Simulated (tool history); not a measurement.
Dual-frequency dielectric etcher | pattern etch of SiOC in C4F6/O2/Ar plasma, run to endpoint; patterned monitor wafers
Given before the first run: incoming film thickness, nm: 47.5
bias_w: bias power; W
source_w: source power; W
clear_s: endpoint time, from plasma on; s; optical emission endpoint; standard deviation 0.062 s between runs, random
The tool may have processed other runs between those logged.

run 1 day=0.000 | bias_w=473 source_w=400 | clear_s=15.782
run 2 day=0.029 | bias_w=473 source_w=350 | clear_s=16.855
run 3 day=0.346 | bias_w=473 source_w=370 | clear_s=16.358
run 4 day=0.512 | bias_w=499 source_w=370 | clear_s=16.195
run 5 day=0.871 | bias_w=526 source_w=380 | clear_s=15.796
run 6 day=1.158 | bias_w=564 source_w=380 | clear_s=15.403
run 7 day=1.358 | bias_w=579 source_w=380 | clear_s=15.187

Forecast run 8:
run 8 day=1.408 | bias_w=590 source_w=380 | clear_s=?

{"run 8": {"clear_s": 15.262}}
